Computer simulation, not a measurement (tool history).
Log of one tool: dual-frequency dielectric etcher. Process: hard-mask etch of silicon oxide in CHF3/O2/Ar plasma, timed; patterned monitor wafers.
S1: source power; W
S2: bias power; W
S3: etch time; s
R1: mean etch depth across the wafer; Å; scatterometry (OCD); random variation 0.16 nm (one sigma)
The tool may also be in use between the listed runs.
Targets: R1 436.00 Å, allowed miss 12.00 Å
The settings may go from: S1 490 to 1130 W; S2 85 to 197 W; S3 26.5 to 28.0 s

run	hour	S1	S2	S3	R1
1	0.0	810	141	26.5	525.43
2	4.3	810	141	28.0	560.31
3	9.1	780	135	28.0	536.14
4	10.1	750	133	28.0	530.54
5	11.9	720	129	28.0	517.98
6	17.6	700	125	28.0	503.59
7	19.9	680	123	28.0	496.58
8	24.8	660	121	28.0	490.72
9	30.5	660	121	28.0	492.10
10	33.5	520	99	27.5	411.17
11	34.2	530	100	27.5	414.81
12	40.6	540	100	27.5	418.27
13	41.9	540	100	27.5	420.01
14	45.6	550	100	27.5	420.66

5 next moves are on the table. One of them brings every result within its allowed miss. Which?
A	49.3	560	106	26.5	?
B	49.3	610	100	26.5	?
C	49.3	560	106	27.5	?
D	49.3	540	92	28.0	?
E	49.3	540	91	27.5	?

move	R1
A	418.83
B	415.78
C	434.64
D	408.99
E	399.47
A: further off than the last run
B: further off than the last run
C: meets every target
D: further off than the last run
E: further off than the last run
Move C is the one to make.
